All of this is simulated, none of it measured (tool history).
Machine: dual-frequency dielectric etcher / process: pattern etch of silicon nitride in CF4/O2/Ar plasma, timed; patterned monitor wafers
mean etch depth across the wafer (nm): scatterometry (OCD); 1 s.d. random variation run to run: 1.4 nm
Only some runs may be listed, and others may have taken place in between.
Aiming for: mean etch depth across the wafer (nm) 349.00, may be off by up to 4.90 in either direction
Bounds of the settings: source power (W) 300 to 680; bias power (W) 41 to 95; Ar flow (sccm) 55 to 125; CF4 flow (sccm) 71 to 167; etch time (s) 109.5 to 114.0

run	day	source power (W)	bias power (W)	Ar flow (sccm)	CF4 flow (sccm)	etch time (s)	mean etch depth across the wafer (nm)
1	0.000	490	68	90	119	109.5	247.82
2	0.275	530	68	90	119	109.5	266.48
3	0.379	530	68	100	119	109.5	260.00
4	0.412	530	68	100	119	114.0	270.35
5	0.650	560	68	100	119	114.0	284.79
6	0.858	590	69	100	119	114.0	298.88
7	1.188	680	72	99	120	114.0	337.33
8	1.300	680	74	99	120	114.0	346.12

4 next moves are on the table. One of them brings every result within its allowed miss. Which?
A	1.412	670	72	96	128	114.0	?
B	1.412	680	76	101	123	114.0	?
C	1.412	670	78	85	125	109.5	?
D	1.412	640	81	96	109	114.0	?

move	mean etch depth across the wafer (nm)
A	337.87
B	347.18
C	339.06
D	338.41
A: the biggest miss grows against the last run
B: each result inside its tolerance
C: the biggest miss grows against the last run
D: the biggest miss grows against the last run
Go with B: it meets all targets.

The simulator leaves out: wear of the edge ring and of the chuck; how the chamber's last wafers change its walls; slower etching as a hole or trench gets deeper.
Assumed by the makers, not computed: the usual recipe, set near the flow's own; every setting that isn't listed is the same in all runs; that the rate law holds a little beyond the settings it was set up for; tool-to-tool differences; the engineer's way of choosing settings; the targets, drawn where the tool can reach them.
